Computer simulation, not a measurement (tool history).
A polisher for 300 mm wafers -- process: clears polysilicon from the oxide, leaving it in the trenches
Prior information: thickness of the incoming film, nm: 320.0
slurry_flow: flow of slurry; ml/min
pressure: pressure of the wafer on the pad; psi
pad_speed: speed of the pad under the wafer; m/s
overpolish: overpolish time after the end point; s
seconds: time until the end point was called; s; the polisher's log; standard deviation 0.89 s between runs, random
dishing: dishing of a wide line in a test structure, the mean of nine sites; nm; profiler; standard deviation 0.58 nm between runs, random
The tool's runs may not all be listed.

run    day  slurry_flow  pressure  pad_speed  overpolish  seconds  dishing
  1  0.000          215       2.6       1.18          29   26.313   51.620
  2  0.262          260       2.6       1.18          29   26.179   51.065
  3  0.383          255       2.2       0.98          28   36.538   49.949
  4  0.746          255       2.2       1.22          28   29.246   51.543
  5  0.779          220       1.9       1.02          29   41.301   50.783
  6  0.912          205       1.7       0.92          30   51.571   49.330
  7  1.067          185       1.6       0.88          26   57.643   47.987
  8  1.254          240       1.2       0.56          40  110.820   46.845
  9  1.479          270       1.4       0.58          44   92.009   49.682
 10  1.679          270       1.5       0.58          43   85.654   48.417
 11  1.775          280       1.5       0.58          47   85.400   49.786

What does the tool deliver on the next run?
 12  1.896          285       1.5       0.58          47        ?        ?

For run 12 the tool returned seconds 86.608 s, dishing 50.817 nm.
